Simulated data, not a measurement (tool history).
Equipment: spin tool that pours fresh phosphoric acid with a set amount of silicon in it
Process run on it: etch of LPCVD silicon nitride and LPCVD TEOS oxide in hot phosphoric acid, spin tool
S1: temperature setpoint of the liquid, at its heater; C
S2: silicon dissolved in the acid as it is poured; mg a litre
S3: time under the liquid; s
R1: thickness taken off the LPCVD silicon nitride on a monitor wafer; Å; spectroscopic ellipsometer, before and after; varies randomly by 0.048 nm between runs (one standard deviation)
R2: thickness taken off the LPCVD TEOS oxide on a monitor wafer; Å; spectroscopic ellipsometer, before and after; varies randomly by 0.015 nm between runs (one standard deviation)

run	day	S1	S2	S3	R1	R2
1	0	160	16	85	86.593	2.5589
2	0.129	158.5	16	85	83.236	2.8149
3	0.45	158.5	16	115	109.9	2.99
4	0.742	158.5	16.5	105	102.7	3.1022
5	0.912	158.5	17	100	94.835	3.054
6	1.108	156.5	17	100	90.027	2.648
7	1.45	156.5	17	95	86.436	2.572
8	1.642	156.5	17	90	80.892	2.3118
9	1.833	156.5	16	85	75.416	2.3016
10	1.983	156.5	15.5	80	73.643	2.2243
11	2.104	156.5	14.5	75	68.154	1.865
12	2.288	156.5	16.5	70	62.068	1.8113
13	2.512	157	16.5	70	64.734	1.6847
14	2.8	156.5	6	50	44.584	1.6682
15	2.962	156.5	6.5	50	44.988	1.7396

What does the tool deliver on the next run?
16	3.333	156.5	7	50	?	?

Run 16 produced R1 45.682 Å, R2 1.6555 Å.

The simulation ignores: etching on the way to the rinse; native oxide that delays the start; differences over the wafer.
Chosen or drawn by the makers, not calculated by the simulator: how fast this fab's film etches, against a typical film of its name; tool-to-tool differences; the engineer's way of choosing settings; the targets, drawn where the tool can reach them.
